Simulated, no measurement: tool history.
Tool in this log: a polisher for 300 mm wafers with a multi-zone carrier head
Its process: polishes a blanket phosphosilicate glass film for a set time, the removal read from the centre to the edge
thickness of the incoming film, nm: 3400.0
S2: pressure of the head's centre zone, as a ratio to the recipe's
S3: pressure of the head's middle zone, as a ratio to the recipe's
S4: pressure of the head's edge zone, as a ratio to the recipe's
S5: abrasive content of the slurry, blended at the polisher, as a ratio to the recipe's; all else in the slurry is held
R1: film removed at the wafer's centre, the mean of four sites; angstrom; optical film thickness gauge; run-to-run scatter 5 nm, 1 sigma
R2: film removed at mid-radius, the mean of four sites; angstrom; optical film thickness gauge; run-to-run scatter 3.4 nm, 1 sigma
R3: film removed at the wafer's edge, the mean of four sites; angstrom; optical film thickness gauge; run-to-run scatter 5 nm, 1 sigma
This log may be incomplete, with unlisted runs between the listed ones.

Run 1, hour 0.0: flow of slurry (ml/min) 160, S2 1.00, S3 1.00, S4 1.00, S5 1.0, polishing time (s) 60. Result: R1 3702.1 angstrom, R2 3638.3 angstrom, R3 3766.2 angstrom.
Run 2, hour 8.6: flow of slurry (ml/min) 195, S2 1.00, S3 1.00, S4 1.00, S5 1.0, polishing time (s) 60. Result: R1 3724.9 angstrom, R2 3847.7 angstrom, R3 3822.0 angstrom.
Run 3, hour 13.1: flow of slurry (ml/min) 200, S2 0.99, S3 1.02, S4 1.01, S5 1.0, polishing time (s) 60. Result: R1 3753.7 angstrom, R2 3891.0 angstrom, R3 3926.4 angstrom.
Run 4, hour 14.2: flow of slurry (ml/min) 205, S2 0.98, S3 1.04, S4 1.01, S5 1.0, polishing time (s) 60. Result: R1 3789.1 angstrom, R2 3945.3 angstrom, R3 3901.0 angstrom.
Run 5, hour 15.5: flow of slurry (ml/min) 210, S2 0.96, S3 1.06, S4 1.01, S5 1.0, polishing time (s) 60. Result: R1 3769.5 angstrom, R2 4106.0 angstrom, R3 3879.0 angstrom.
Run 6, hour 23.6: flow of slurry (ml/min) 210, S2 0.96, S3 1.06, S4 1.01, S5 1.0, polishing time (s) 68. Result: R1 4243.5 angstrom, R2 4595.1 angstrom, R3 4425.2 angstrom.
Run 7, hour 30.7: flow of slurry (ml/min) 215, S2 0.94, S3 1.07, S4 1.02, S5 1.0, polishing time (s) 68. Result: R1 4016.6 angstrom, R2 4651.4 angstrom, R3 4483.0 angstrom.
Run 8, hour 35.9: flow of slurry (ml/min) 215, S2 0.93, S3 1.08, S4 1.02, S5 1.0, polishing time (s) 68. Result: R1 4078.6 angstrom, R2 4690.1 angstrom, R3 4482.4 angstrom.
Run 9, hour 37.8: flow of slurry (ml/min) 215, S2 0.92, S3 1.09, S4 1.02, S5 1.0, polishing time (s) 68. Result: R1 4056.6 angstrom, R2 4794.2 angstrom, R3 4488.7 angstrom.
Run 10, hour 46.7: flow of slurry (ml/min) 215, S2 0.91, S3 1.09, S4 1.02, S5 1.0, polishing time (s) 68. Result: R1 4050.7 angstrom, R2 4678.1 angstrom, R3 4458.5 angstrom.

Run 11 is up next; what results do you expect?
Run 11, hour 55.1: flow of slurry (ml/min) 220, S2 0.90, S3 1.10, S4 1.02, S5 1.0, polishing time (s) 68. Result: R1 ?, R2 ?, R3 ?.

R1: 4044.2 angstrom
R2: 4758.1 angstrom
R3: 4584.9 angstrom
